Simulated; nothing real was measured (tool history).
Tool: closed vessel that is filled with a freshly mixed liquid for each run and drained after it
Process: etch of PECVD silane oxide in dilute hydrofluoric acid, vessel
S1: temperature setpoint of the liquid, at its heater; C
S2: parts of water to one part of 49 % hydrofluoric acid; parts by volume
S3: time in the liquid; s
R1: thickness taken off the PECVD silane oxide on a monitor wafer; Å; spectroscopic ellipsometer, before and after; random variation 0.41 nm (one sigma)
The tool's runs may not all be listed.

run    day    S1  S2   S3      R1
  1      0    21  95  225  545.34
  2  0.233    23  95  225  590.58
  3  0.417    23  75  225  771.61
  4  0.592    23  75  225  768.66
  5  0.829    23  75  235  809.96
  6  1.033  24.5  70  235  916.94
  7  1.292  28.5  50  235  1554.2

Run 8 has not been measured yet. What should we expect?
  8  1.612  28  50  235   ?

R1: 1522.3 Å

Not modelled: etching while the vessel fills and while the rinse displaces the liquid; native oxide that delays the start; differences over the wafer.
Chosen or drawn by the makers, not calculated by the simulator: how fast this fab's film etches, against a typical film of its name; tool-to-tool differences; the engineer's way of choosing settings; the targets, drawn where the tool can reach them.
